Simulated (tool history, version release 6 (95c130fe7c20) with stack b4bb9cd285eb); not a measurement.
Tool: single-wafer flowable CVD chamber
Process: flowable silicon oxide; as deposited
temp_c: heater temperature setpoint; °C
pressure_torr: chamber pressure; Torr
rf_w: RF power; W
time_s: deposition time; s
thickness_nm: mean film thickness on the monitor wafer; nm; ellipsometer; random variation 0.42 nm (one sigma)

| run | hour | temp_c | pressure_torr | rf_w | time_s | thickness_nm |
|---|---|---|---|---|---|---|
| 1 | 0.0 | 100 | 0.737 | 2080 | 406 | 217.38 |
| 2 | 7.5 | 100 | 0.737 | 2080 | 386 | 206.20 |
| 3 | 13.6 | 96 | 0.737 | 2080 | 386 | 231.68 |
| 4 | 17.6 | 92 | 0.737 | 2080 | 386 | 260.05 |
| 5 | 25.7 | 100 | 0.737 | 2080 | 386 | 205.54 |
| 6 | 33.4 | 101 | 0.737 | 2080 | 386 | 200.86 |

The next listed run, before its measurement:
| 7 | 35.3 | 102 | 0.737 | 2080 | 386 | ? |

{"run 7": {"thickness_nm": 195.12}}
